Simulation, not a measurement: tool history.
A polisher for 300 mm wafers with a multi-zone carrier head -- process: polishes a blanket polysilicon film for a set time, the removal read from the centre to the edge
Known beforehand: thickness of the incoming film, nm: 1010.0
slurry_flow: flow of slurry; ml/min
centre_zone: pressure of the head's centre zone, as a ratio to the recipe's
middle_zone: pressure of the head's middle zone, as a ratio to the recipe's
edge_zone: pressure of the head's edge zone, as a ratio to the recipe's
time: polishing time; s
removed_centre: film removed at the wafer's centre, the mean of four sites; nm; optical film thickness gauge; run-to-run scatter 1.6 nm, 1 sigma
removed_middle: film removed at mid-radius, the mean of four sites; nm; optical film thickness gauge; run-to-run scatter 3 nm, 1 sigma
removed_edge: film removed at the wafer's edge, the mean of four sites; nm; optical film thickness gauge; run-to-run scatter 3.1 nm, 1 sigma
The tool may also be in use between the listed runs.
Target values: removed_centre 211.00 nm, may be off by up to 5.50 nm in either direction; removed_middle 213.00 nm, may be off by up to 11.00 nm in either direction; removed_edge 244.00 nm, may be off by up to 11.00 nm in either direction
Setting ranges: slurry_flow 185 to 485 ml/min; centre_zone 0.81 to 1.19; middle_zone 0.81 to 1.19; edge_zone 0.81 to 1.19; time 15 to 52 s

| run | hour | slurry_flow | centre_zone | middle_zone | edge_zone | time | removed_centre | removed_middle | removed_edge |
|---|---|---|---|---|---|---|---|---|---|
| 1 | 0.0 | 310 | 1.00 | 1.00 | 1.00 | 33 | 237.93 | 234.70 | 244.12 |
| 2 | 5.4 | 310 | 0.93 | 1.00 | 1.00 | 33 | 222.39 | 239.81 | 245.21 |
| 3 | 6.3 | 260 | 0.93 | 1.00 | 1.00 | 33 | 215.99 | 233.34 | 237.53 |
| 4 | 12.6 | 260 | 0.93 | 0.99 | 1.01 | 33 | 217.49 | 232.12 | 239.87 |
| 5 | 21.0 | 260 | 0.93 | 0.99 | 1.01 | 27 | 177.08 | 192.86 | 200.77 |
| 6 | 22.0 | 260 | 0.89 | 0.99 | 1.01 | 27 | 169.97 | 186.61 | 198.52 |
| 7 | 23.8 | 270 | 0.90 | 0.99 | 1.03 | 27 | 173.13 | 185.89 | 199.56 |
| 8 | 25.8 | 275 | 0.90 | 0.99 | 1.04 | 28 | 180.33 | 196.38 | 207.66 |
| 9 | 32.8 | 285 | 0.90 | 0.98 | 1.05 | 28 | 181.10 | 196.30 | 207.85 |
| 10 | 38.6 | 290 | 0.90 | 0.97 | 1.06 | 28 | 179.68 | 196.36 | 218.09 |
| 11 | 41.2 | 300 | 0.91 | 0.97 | 1.06 | 28 | 182.42 | 192.04 | 211.53 |
| 12 | 45.7 | 300 | 0.91 | 0.97 | 1.06 | 28 | 185.65 | 192.36 | 210.15 |
| 13 | 54.6 | 300 | 0.91 | 0.97 | 1.07 | 28 | 184.68 | 195.66 | 213.78 |
| 14 | 60.8 | 300 | 0.91 | 0.97 | 1.07 | 28 | 183.70 | 195.15 | 213.49 |
| 15 | 66.8 | 305 | 0.91 | 0.97 | 1.08 | 28 | 181.24 | 194.52 | 209.68 |
| 16 | 69.8 | 310 | 0.91 | 0.96 | 1.08 | 28 | 185.86 | 190.05 | 217.98 |
| 17 | 75.2 | 315 | 0.91 | 0.96 | 1.09 | 28 | 185.43 | 194.68 | 218.01 |
| 18 | 80.7 | 320 | 0.91 | 0.96 | 1.10 | 28 | 185.60 | 195.62 | 218.44 |
| 19 | 82.2 | 340 | 0.97 | 0.97 | 1.19 | 31 | 221.17 | 211.97 | 254.56 |
| 20 | 90.7 | 335 | 0.97 | 0.97 | 1.19 | 31 | 219.32 | 212.85 | 251.21 |
| 21 | 94.4 | 330 | 0.97 | 0.97 | 1.19 | 31 | 218.43 | 213.54 | 252.27 |
| 22 | 96.7 | 330 | 0.97 | 0.97 | 1.19 | 31 | 217.94 | 212.48 | 254.23 |

5 candidate next runs follow, results not yet known. Just one meets every target within its allowed miss. Identify it.
| A | 99.0 | 310 | 0.97 | 0.99 | 1.19 | 30 | ? | ? | ? |
| B | 99.0 | 215 | 0.90 | 0.96 | 1.12 | 32 | ? | ? | ? |
| C | 99.0 | 320 | 0.97 | 0.97 | 1.19 | 32 | ? | ? | ? |
| D | 99.0 | 340 | 1.05 | 0.85 | 1.19 | 30 | ? | ? | ? |
| E | 99.0 | 340 | 0.92 | 0.92 | 1.16 | 33 | ? | ? | ? |

| move | removed_centre | removed_middle | removed_edge |
|---|---|---|---|
| A | 211.76 | 209.45 | 243.40 |
| B | 199.07 | 207.57 | 242.70 |
| C | 226.66 | 220.33 | 260.34 |
| D | 230.88 | 186.11 | 245.58 |
| E | 223.35 | 218.73 | 266.31 |
A: hits every target within its allowed miss
B: the result that was furthest off in the last run now lies on the other side of its target
C: the biggest miss grows against the last run
D: the biggest miss grows against the last run
E: the biggest miss grows against the last run
Go with A: it meets all targets.
